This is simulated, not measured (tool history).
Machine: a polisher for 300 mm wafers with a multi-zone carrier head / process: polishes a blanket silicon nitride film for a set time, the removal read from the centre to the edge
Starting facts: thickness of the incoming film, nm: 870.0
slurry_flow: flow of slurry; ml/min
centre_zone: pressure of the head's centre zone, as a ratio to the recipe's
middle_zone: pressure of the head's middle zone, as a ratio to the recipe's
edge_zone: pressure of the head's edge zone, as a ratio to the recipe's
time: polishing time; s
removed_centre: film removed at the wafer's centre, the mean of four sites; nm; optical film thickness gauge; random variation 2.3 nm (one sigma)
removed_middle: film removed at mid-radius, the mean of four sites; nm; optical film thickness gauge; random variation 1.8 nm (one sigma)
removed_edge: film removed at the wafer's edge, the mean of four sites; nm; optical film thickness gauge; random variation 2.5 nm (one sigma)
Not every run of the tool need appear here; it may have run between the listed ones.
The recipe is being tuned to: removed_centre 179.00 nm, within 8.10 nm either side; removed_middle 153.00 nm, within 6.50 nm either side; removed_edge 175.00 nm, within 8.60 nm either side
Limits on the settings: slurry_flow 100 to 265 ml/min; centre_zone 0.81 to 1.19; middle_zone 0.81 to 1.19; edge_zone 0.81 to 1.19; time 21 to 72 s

run 1 hour=0.0 | slurry_flow=170 centre_zone=1.00 middle_zone=1.00 edge_zone=1.00 time=46 | removed_centre=131.98 removed_middle=135.42 removed_edge=132.66
run 2 hour=1.3 | slurry_flow=170 centre_zone=1.08 middle_zone=1.00 edge_zone=1.00 time=46 | removed_centre=137.54 removed_middle=136.65 removed_edge=133.77
run 3 hour=7.1 | slurry_flow=170 centre_zone=1.08 middle_zone=1.00 edge_zone=1.00 time=57 | removed_centre=177.80 removed_middle=165.30 removed_edge=164.80
run 4 hour=11.6 | slurry_flow=170 centre_zone=1.08 middle_zone=1.00 edge_zone=1.04 time=57 | removed_centre=173.19 removed_middle=164.93 removed_edge=169.59
run 5 hour=14.0 | slurry_flow=170 centre_zone=1.08 middle_zone=1.00 edge_zone=1.00 time=57 | removed_centre=174.28 removed_middle=166.57 removed_edge=163.55
run 6 hour=16.9 | slurry_flow=170 centre_zone=1.08 middle_zone=1.07 edge_zone=1.00 time=57 | removed_centre=172.20 removed_middle=174.18 removed_edge=162.77
run 7 hour=19.8 | slurry_flow=165 centre_zone=1.09 middle_zone=1.02 edge_zone=1.03 time=57 | removed_centre=172.64 removed_middle=167.26 removed_edge=170.83
run 8 hour=28.4 | slurry_flow=160 centre_zone=1.11 middle_zone=0.99 edge_zone=1.03 time=57 | removed_centre=174.75 removed_middle=162.81 removed_edge=162.93
run 9 hour=35.4 | slurry_flow=165 centre_zone=1.11 middle_zone=0.96 edge_zone=1.05 time=57 | removed_centre=178.62 removed_middle=159.90 removed_edge=170.88

Which of these 5 next moves meets every target?
run A hour=42.4 | slurry_flow=160 centre_zone=1.15 middle_zone=0.90 edge_zone=1.12 time=57 | removed_centre=? removed_middle=? removed_edge=?
run B hour=42.4 | slurry_flow=115 centre_zone=1.15 middle_zone=1.05 edge_zone=1.03 time=60 | removed_centre=? removed_middle=? removed_edge=?
run C hour=42.4 | slurry_flow=170 centre_zone=1.12 middle_zone=0.95 edge_zone=0.95 time=59 | removed_centre=? removed_middle=? removed_edge=?
run D hour=42.4 | slurry_flow=150 centre_zone=1.15 middle_zone=0.91 edge_zone=0.99 time=55 | removed_centre=? removed_middle=? removed_edge=?
run E hour=42.4 | slurry_flow=200 centre_zone=1.17 middle_zone=0.81 edge_zone=1.02 time=54 | removed_centre=? removed_middle=? removed_edge=?

move=A removed_centre=179.64 removed_middle=153.06 removed_edge=171.98
move=B removed_centre=176.35 removed_middle=168.14 removed_edge=166.88
move=C removed_centre=184.62 removed_middle=165.93 removed_edge=167.38
move=D removed_centre=171.23 removed_middle=147.19 removed_edge=156.33
move=E removed_centre=178.80 removed_middle=140.04 removed_edge=160.69
A: hits every target within its allowed miss
B: further off than the last run
C: further off than the last run
D: corrects the largest miss of the last run, while another result sits out of spec
E: takes the result that was furthest off past its target
The right move is A.
